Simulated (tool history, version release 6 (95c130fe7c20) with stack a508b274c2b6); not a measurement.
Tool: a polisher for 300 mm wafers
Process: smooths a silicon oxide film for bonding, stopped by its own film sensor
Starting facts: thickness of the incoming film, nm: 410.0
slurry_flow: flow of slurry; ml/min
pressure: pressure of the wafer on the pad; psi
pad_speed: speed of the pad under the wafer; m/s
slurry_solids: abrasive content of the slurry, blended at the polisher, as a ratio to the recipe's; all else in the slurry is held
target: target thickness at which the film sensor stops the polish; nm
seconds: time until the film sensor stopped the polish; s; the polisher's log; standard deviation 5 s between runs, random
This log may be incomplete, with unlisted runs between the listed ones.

{"run": 1, "hour": 0.0, "slurry_flow": 130, "pressure": 1.5, "pad_speed": 1.12, "slurry_solids": 1.0, "target": 309, "seconds": 145.51}
{"run": 2, "hour": 6.1, "slurry_flow": 110, "pressure": 1.5, "pad_speed": 1.12, "slurry_solids": 1.0, "target": 309, "seconds": 149.84}
{"run": 3, "hour": 8.4, "slurry_flow": 110, "pressure": 1.4, "pad_speed": 1.08, "slurry_solids": 1.0, "target": 309, "seconds": 167.57}
{"run": 4, "hour": 16.1, "slurry_flow": 110, "pressure": 1.4, "pad_speed": 1.08, "slurry_solids": 1.0, "target": 309, "seconds": 164.37}
{"run": 5, "hour": 23.9, "slurry_flow": 110, "pressure": 1.3, "pad_speed": 1.04, "slurry_solids": 1.0, "target": 309, "seconds": 178.79}
{"run": 6, "hour": 27.4, "slurry_flow": 95, "pressure": 1.3, "pad_speed": 1.04, "slurry_solids": 1.0, "target": 309, "seconds": 194.12}
{"run": 7, "hour": 34.9, "slurry_flow": 95, "pressure": 1.2, "pad_speed": 1.02, "slurry_solids": 1.0, "target": 309, "seconds": 204.58}

For run 8, what comes out?
{"run": 8, "hour": 40.7, "slurry_flow": 95, "pressure": 1.1, "pad_speed": 0.98, "slurry_solids": 1.0, "target": 309, "seconds": "?"}

Run 8 produced seconds 222.71 s.
